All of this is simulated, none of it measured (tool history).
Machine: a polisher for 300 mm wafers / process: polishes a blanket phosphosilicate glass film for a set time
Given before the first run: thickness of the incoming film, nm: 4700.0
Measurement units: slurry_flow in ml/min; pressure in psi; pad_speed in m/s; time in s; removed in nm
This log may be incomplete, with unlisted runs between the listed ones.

run	hour	slurry_flow	pressure	pad_speed	slurry_solids	time	removed
1	0.0	320	2.0	1.22	1.0	21	151.09
2	0.9	320	2.0	1.22	1.0	18	131.31
3	9.5	320	2.0	0.94	1.0	18	105.83
4	12.6	320	2.0	0.94	1.2	18	112.40
5	16.6	320	2.0	1.22	1.2	18	140.29
6	18.8	320	2.2	1.22	1.2	18	150.99

Estimate the outcome of run 7 from the log above:
7	22.7	320	2.4	1.26	1.2	18	?

Run 7 yielded removed 170.25 nm.
